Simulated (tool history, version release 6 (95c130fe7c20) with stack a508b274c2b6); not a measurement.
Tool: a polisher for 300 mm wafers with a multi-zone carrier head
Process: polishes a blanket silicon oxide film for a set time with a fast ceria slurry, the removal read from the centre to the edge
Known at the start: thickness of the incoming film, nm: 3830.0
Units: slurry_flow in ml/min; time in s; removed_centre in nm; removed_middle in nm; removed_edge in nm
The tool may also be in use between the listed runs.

{"run": 1, "hour": 0.0, "slurry_flow": 255, "centre_zone": 1.0, "middle_zone": 1.0, "edge_zone": 1.0, "time": 32, "removed_centre": 793.62, "removed_middle": 777.0, "removed_edge": 768.0}
{"run": 2, "hour": 2.2, "slurry_flow": 250, "centre_zone": 0.98, "middle_zone": 0.99, "edge_zone": 0.97, "time": 29, "removed_centre": 687.22, "removed_middle": 702.83, "removed_edge": 692.57}
{"run": 3, "hour": 5.6, "slurry_flow": 245, "centre_zone": 0.98, "middle_zone": 0.98, "edge_zone": 0.95, "time": 27, "removed_centre": 656.37, "removed_middle": 655.21, "removed_edge": 633.37}
{"run": 4, "hour": 11.1, "slurry_flow": 245, "centre_zone": 0.98, "middle_zone": 0.98, "edge_zone": 0.95, "time": 30, "removed_centre": 695.42, "removed_middle": 723.21, "removed_edge": 697.76}
{"run": 5, "hour": 12.2, "slurry_flow": 240, "centre_zone": 0.97, "middle_zone": 0.96, "edge_zone": 0.93, "time": 28, "removed_centre": 651.72, "removed_middle": 670.63, "removed_edge": 648.97}
{"run": 6, "hour": 21.0, "slurry_flow": 235, "centre_zone": 0.96, "middle_zone": 0.94, "edge_zone": 0.91, "time": 26, "removed_centre": 607.03, "removed_middle": 595.41, "removed_edge": 603.41}
{"run": 7, "hour": 22.0, "slurry_flow": 235, "centre_zone": 0.96, "middle_zone": 0.94, "edge_zone": 0.91, "time": 26, "removed_centre": 613.26, "removed_middle": 600.16, "removed_edge": 589.12}
{"run": 8, "hour": 26.5, "slurry_flow": 225, "centre_zone": 0.93, "middle_zone": 0.93, "edge_zone": 0.89, "time": 25, "removed_centre": 565.09, "removed_middle": 570.64, "removed_edge": 558.59}
{"run": 9, "hour": 35.4, "slurry_flow": 215, "centre_zone": 0.91, "middle_zone": 0.92, "edge_zone": 0.87, "time": 25, "removed_centre": 542.2, "removed_middle": 563.64, "removed_edge": 556.66}

Forecast run 10:
{"run": 10, "hour": 36.1, "slurry_flow": 210, "centre_zone": 0.9, "middle_zone": 0.92, "edge_zone": 0.82, "time": 19, "removed_centre": "?", "removed_middle": "?", "removed_edge": "?"}

{"run 10": {"removed_centre": 411.84, "removed_middle": 422.12, "removed_edge": 411.34}}
